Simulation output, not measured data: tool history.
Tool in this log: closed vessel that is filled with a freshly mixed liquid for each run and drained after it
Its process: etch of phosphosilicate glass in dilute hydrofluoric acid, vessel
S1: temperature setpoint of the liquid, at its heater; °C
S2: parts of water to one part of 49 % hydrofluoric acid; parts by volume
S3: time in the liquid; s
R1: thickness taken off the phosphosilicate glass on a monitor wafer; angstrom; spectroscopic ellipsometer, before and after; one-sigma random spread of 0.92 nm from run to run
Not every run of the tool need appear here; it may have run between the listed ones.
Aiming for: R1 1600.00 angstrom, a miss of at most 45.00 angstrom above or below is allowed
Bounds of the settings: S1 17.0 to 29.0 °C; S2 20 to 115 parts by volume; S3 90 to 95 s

run,hour,S1,S2,S3,R1
1,0.0,21.0,65,90,890.97
2,1.3,22.0,65,90,919.03
3,4.6,23.0,65,90,978.74
4,10.0,23.5,65,90,990.50
5,14.4,24.0,65,90,1008.90
6,15.9,24.0,65,90,1014.90
7,19.2,24.5,65,90,1034.30
8,20.7,25.0,65,90,1054.30
9,27.1,25.5,65,90,1072.90

Which single option among these 5 for the next run brings every result within its allowed miss of target? Just one does.
A,33.5,25.0,35,95,?
B,33.5,27.0,50,95,?
C,33.5,26.0,45,95,?
D,33.5,23.5,80,95,?
E,33.5,25.5,45,95,?

move,R1
A,2132.40
B,1585.70
C,1704.10
D,826.90
E,1669.70
A: moves the result that the last run missed by most past its target, out the other side
B: each result inside its tolerance
C: moves the result that the last run missed by most past its target, out the other side
D: the biggest miss grows against the last run
E: moves the result that the last run missed by most past its target, out the other side
The right move is B.
